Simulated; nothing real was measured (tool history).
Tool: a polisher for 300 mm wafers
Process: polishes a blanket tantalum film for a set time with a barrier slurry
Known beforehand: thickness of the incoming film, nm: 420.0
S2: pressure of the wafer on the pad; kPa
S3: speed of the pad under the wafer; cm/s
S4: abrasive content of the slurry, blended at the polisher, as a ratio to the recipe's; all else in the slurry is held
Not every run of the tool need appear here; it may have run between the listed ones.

Run 1, hour 0.0: flow of slurry (ml/min) 290, S2 9.7 kPa, S3 92 cm/s, S4 1.0, polishing time (s) 22. Result: film removed (angstrom) 262.03.
Run 2, hour 5.2: flow of slurry (ml/min) 320, S2 9.7 kPa, S3 92 cm/s, S4 1.0, polishing time (s) 22. Result: film removed (angstrom) 270.37.
Run 3, hour 11.8: flow of slurry (ml/min) 320, S2 9.7 kPa, S3 92 cm/s, S4 1.0, polishing time (s) 22. Result: film removed (angstrom) 261.17.
Run 4, hour 12.3: flow of slurry (ml/min) 320, S2 9.7 kPa, S3 92 cm/s, S4 0.8, polishing time (s) 22. Result: film removed (angstrom) 242.76.
Run 5, hour 18.1: flow of slurry (ml/min) 320, S2 9.7 kPa, S3 92 cm/s, S4 0.8, polishing time (s) 22. Result: film removed (angstrom) 241.06.
Run 6, hour 19.3: flow of slurry (ml/min) 320, S2 11.0 kPa, S3 92 cm/s, S4 0.8, polishing time (s) 22. Result: film removed (angstrom) 281.43.
Run 7, hour 24.4: flow of slurry (ml/min) 320, S2 12.4 kPa, S3 94 cm/s, S4 0.8, polishing time (s) 22. Result: film removed (angstrom) 315.58.
Run 8, hour 32.7: flow of slurry (ml/min) 320, S2 13.1 kPa, S3 98 cm/s, S4 0.8, polishing time (s) 22. Result: film removed (angstrom) 336.91.
Run 9, hour 34.9: flow of slurry (ml/min) 320, S2 13.8 kPa, S3 102 cm/s, S4 0.8, polishing time (s) 22. Result: film removed (angstrom) 384.57.
Run 10, hour 39.5: flow of slurry (ml/min) 320, S2 14.5 kPa, S3 104 cm/s, S4 0.8, polishing time (s) 22. Result: film removed (angstrom) 399.38.

Run 11, settings as shown, results not yet in. Your forecast:
Run 11, hour 45.0: flow of slurry (ml/min) 320, S2 14.5 kPa, S3 106 cm/s, S4 0.8, polishing time (s) 22. Result: film removed (angstrom) ?.

{"run 11": {"film removed (angstrom)": 411.94}}

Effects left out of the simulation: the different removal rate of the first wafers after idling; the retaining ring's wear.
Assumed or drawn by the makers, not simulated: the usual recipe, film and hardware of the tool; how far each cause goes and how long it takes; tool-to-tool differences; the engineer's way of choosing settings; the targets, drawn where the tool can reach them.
